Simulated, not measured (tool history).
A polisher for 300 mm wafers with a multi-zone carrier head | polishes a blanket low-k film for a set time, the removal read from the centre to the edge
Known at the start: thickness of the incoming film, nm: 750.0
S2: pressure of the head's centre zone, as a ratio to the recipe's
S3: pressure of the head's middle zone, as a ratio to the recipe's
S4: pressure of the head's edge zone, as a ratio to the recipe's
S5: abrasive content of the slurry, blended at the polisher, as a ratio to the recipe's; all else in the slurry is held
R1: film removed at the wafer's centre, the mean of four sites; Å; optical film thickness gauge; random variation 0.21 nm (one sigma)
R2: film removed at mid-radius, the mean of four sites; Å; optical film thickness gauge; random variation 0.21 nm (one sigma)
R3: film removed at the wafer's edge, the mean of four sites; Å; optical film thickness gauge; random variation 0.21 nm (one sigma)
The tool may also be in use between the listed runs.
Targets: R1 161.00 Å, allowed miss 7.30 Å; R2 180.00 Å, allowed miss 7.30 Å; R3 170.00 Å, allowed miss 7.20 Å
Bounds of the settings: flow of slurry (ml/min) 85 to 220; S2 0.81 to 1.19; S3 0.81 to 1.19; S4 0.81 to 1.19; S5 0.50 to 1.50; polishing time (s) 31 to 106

{"run": 1, "hour": 0.0, "flow of slurry (ml/min)": 140, "S2": 1.0, "S3": 1.0, "S4": 1.0, "S5": 1.0, "polishing time (s)": 68, "R1": 269.83, "R2": 261.11, "R3": 268.33}
{"run": 2, "hour": 5.6, "flow of slurry (ml/min)": 115, "S2": 1.0, "S3": 1.0, "S4": 1.0, "S5": 1.0, "polishing time (s)": 68, "R1": 251.73, "R2": 252.09, "R3": 255.81}
{"run": 3, "hour": 10.9, "flow of slurry (ml/min)": 110, "S2": 0.98, "S3": 1.0, "S4": 0.98, "S5": 0.9, "polishing time (s)": 67, "R1": 228.03, "R2": 232.59, "R3": 239.09}
{"run": 4, "hour": 14.8, "flow of slurry (ml/min)": 110, "S2": 0.98, "S3": 1.02, "S4": 0.96, "S5": 0.8, "polishing time (s)": 65, "R1": 204.57, "R2": 210.8, "R3": 210.82}
{"run": 5, "hour": 19.7, "flow of slurry (ml/min)": 110, "S2": 0.98, "S3": 1.02, "S4": 0.96, "S5": 0.9, "polishing time (s)": 65, "R1": 226.68, "R2": 220.83, "R3": 227.81}
{"run": 6, "hour": 23.7, "flow of slurry (ml/min)": 110, "S2": 0.98, "S3": 1.04, "S4": 0.96, "S5": 0.8, "polishing time (s)": 65, "R1": 210.09, "R2": 217.75, "R3": 215.4}
{"run": 7, "hour": 25.9, "flow of slurry (ml/min)": 110, "S2": 0.97, "S3": 1.05, "S4": 0.94, "S5": 0.75, "polishing time (s)": 65, "R1": 197.29, "R2": 208.99, "R3": 201.91}
{"run": 8, "hour": 31.1, "flow of slurry (ml/min)": 110, "S2": 0.96, "S3": 1.05, "S4": 0.92, "S5": 0.7, "polishing time (s)": 65, "R1": 183.98, "R2": 198.93, "R3": 192.24}
{"run": 9, "hour": 34.7, "flow of slurry (ml/min)": 110, "S2": 0.95, "S3": 1.05, "S4": 0.9, "S5": 0.7, "polishing time (s)": 65, "R1": 188.06, "R2": 194.75, "R3": 189.66}
{"run": 10, "hour": 36.6, "flow of slurry (ml/min)": 105, "S2": 0.93, "S3": 1.06, "S4": 0.89, "S5": 0.7, "polishing time (s)": 65, "R1": 180.73, "R2": 198.71, "R3": 187.85}
{"run": 11, "hour": 43.1, "flow of slurry (ml/min)": 105, "S2": 0.93, "S3": 1.06, "S4": 0.89, "S5": 0.7, "polishing time (s)": 65, "R1": 179.87, "R2": 199.42, "R3": 189.03}
{"run": 12, "hour": 47.1, "flow of slurry (ml/min)": 105, "S2": 0.92, "S3": 1.06, "S4": 0.88, "S5": 0.7, "polishing time (s)": 65, "R1": 175.88, "R2": 201.51, "R3": 187.52}
{"run": 13, "hour": 51.9, "flow of slurry (ml/min)": 100, "S2": 0.92, "S3": 1.01, "S4": 0.83, "S5": 0.55, "polishing time (s)": 64, "R1": 139.16, "R2": 151.4, "R3": 149.16}
{"run": 14, "hour": 58.6, "flow of slurry (ml/min)": 110, "S2": 0.92, "S3": 1.02, "S4": 0.84, "S5": 0.55, "polishing time (s)": 64, "R1": 144.77, "R2": 157.46, "R3": 152.96}
{"run": 15, "hour": 65.8, "flow of slurry (ml/min)": 115, "S2": 0.92, "S3": 1.03, "S4": 0.86, "S5": 0.55, "polishing time (s)": 64, "R1": 145.53, "R2": 161.26, "R3": 154.38}
{"run": 16, "hour": 74.6, "flow of slurry (ml/min)": 115, "S2": 0.93, "S3": 1.04, "S4": 0.88, "S5": 0.55, "polishing time (s)": 64, "R1": 150.55, "R2": 164.46, "R3": 157.72}
{"run": 17, "hour": 78.4, "flow of slurry (ml/min)": 115, "S2": 0.93, "S3": 1.05, "S4": 0.89, "S5": 0.55, "polishing time (s)": 64, "R1": 150.49, "R2": 165.48, "R3": 155.7}
{"run": 18, "hour": 84.5, "flow of slurry (ml/min)": 110, "S2": 0.93, "S3": 1.05, "S4": 0.9, "S5": 0.55, "polishing time (s)": 64, "R1": 148.51, "R2": 160.48, "R3": 156.14}
{"run": 19, "hour": 89.0, "flow of slurry (ml/min)": 150, "S2": 0.92, "S3": 1.08, "S4": 0.95, "S5": 0.6, "polishing time (s)": 64, "R1": 170.78, "R2": 187.88, "R3": 179.92}
{"run": 20, "hour": 93.4, "flow of slurry (ml/min)": 150, "S2": 0.92, "S3": 1.08, "S4": 0.94, "S5": 0.6, "polishing time (s)": 64, "R1": 171.56, "R2": 194.21, "R3": 183.27}
{"run": 21, "hour": 98.6, "flow of slurry (ml/min)": 145, "S2": 0.92, "S3": 1.08, "S4": 0.93, "S5": 0.6, "polishing time (s)": 64, "R1": 168.52, "R2": 193.52, "R3": 175.72}
{"run": 22, "hour": 106.5, "flow of slurry (ml/min)": 145, "S2": 0.92, "S3": 1.08, "S4": 0.93, "S5": 0.6, "polishing time (s)": 64, "R1": 171.66, "R2": 194.27, "R3": 176.03}
{"run": 23, "hour": 110.4, "flow of slurry (ml/min)": 140, "S2": 0.92, "S3": 1.07, "S4": 0.93, "S5": 0.6, "polishing time (s)": 64, "R1": 168.47, "R2": 189.9, "R3": 177.08}

Which of these 4 next moves meets every target?
{"run": "A", "hour": 114.3, "flow of slurry (ml/min)": 85, "S2": 0.97, "S3": 0.98, "S4": 0.95, "S5": 0.65, "polishing time (s)": 71, "R1": "?", "R2": "?", "R3": "?"}
{"run": "B", "hour": 114.3, "flow of slurry (ml/min)": 150, "S2": 0.92, "S3": 1.07, "S4": 0.95, "S5": 0.55, "polishing time (s)": 64, "R1": "?", "R2": "?", "R3": "?"}
{"run": "C", "hour": 114.3, "flow of slurry (ml/min)": 150, "S2": 1.02, "S3": 0.97, "S4": 1.03, "S5": 0.5, "polishing time (s)": 75, "R1": "?", "R2": "?", "R3": "?"}
{"run": "D", "hour": 114.3, "flow of slurry (ml/min)": 125, "S2": 0.86, "S3": 0.89, "S4": 0.99, "S5": 0.55, "polishing time (s)": 76, "R1": "?", "R2": "?", "R3": "?"}

move=A R1=171.28 R2=178.91 R3=190.97
move=B R1=154.65 R2=178.91 R3=168.12
move=C R1=184.17 R2=177.21 R3=187.81
move=D R1=163.88 R2=174.69 R3=197.87
A: brings the result that was furthest off to its target, and leaves another outside
B: meets every target
C: brings the result that was furthest off to its target, and leaves another outside
D: brings the result that was furthest off to its target, and leaves another outside
Move B is the one to make.
